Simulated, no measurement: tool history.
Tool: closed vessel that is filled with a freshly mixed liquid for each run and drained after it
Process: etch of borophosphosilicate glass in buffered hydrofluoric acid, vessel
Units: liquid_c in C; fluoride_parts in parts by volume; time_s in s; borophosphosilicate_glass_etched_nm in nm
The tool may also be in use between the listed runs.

| run | hour | liquid_c | fluoride_parts | time_s | borophosphosilicate_glass_etched_nm |
|---|---|---|---|---|---|
| 1 | 0.0 | 20.0 | 7.5 | 30 | 53.223 |
| 2 | 2.0 | 20.0 | 7.5 | 30 | 53.801 |
| 3 | 10.3 | 19.5 | 7.5 | 30 | 52.397 |
| 4 | 19.3 | 19.0 | 7.5 | 30 | 51.058 |
|  | 23.4 | thermometer replaced |
| 5 | 23.4 | 22.0 | 7.5 | 30 | 68.032 |
| 6 | 24.7 | 21.0 | 7.5 | 30 | 63.207 |
| 7 | 26.8 | 20.5 | 7.5 | 30 | 61.933 |
| 8 | 31.9 | 20.0 | 7.5 | 30 | 60.227 |
| 9 | 41.0 | 19.5 | 7.5 | 30 | 57.891 |

Run 10 comes next. What will it give?
| 10 | 48.1 | 17.0 | 9.0 | 30 | ? |

{"run 10": {"borophosphosilicate_glass_etched_nm": 41.033}}
